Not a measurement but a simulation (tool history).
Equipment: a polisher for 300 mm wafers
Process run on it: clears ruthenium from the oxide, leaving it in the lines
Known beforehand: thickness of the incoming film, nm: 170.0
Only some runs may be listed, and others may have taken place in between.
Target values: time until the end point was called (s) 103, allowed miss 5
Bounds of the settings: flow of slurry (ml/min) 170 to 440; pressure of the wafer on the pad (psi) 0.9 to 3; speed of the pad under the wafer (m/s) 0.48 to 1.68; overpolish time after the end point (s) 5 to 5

run	day	flow of slurry (ml/min)	pressure of the wafer on the pad (psi)	speed of the pad under the wafer (m/s)	overpolish time after the end point (s)	time until the end point was called (s)
1	0	280	1.9	1.08	5	145.84
2	0.308	280	2	1.08	5	136.82
3	0.429	280	1.7	1.08	5	158.87
4	0.738	280	1.8	1.08	5	156.66
5	0.962	280	1.9	1.08	5	146.01
6	1.062	280	1.6	1.08	5	168.84
7	1.154	280	1.7	1.08	5	159.32
8	1.392	280	1.8	1.08	5	150.54
9	1.696	280	1.9	1.08	5	143.76
10	1.896	280	2	1.08	5	139.74
11	2.142	280	2.1	1.08	5	130.34
12	2.404	280	2.3	1.1	5	116.41
13	2.738	280	2.4	1.1	5	112.83
14	3.062	280	2.5	1.1	5	105.76

Exercise: of the 5 proposed moves below, exactly one satisfies all targets within the stated allowed misses. Which move is it?
A	3.388	290	2.5	1.04	5	?
B	3.388	285	2.8	0.92	5	?
C	3.388	295	2.8	1.02	5	?
D	3.388	325	2.8	0.9	5	?
E	3.388	365	2.5	1.04	5	?

move	time until the end point was called (s)
A	114.41
B	115.43
C	104.22
D	116.86
E	112.69
A: the biggest miss grows against the last run
B: the biggest miss grows against the last run
C: hits every target within its allowed miss
D: the biggest miss grows against the last run
E: the biggest miss grows against the last run
So the answer is move C, the one that meets all the targets.

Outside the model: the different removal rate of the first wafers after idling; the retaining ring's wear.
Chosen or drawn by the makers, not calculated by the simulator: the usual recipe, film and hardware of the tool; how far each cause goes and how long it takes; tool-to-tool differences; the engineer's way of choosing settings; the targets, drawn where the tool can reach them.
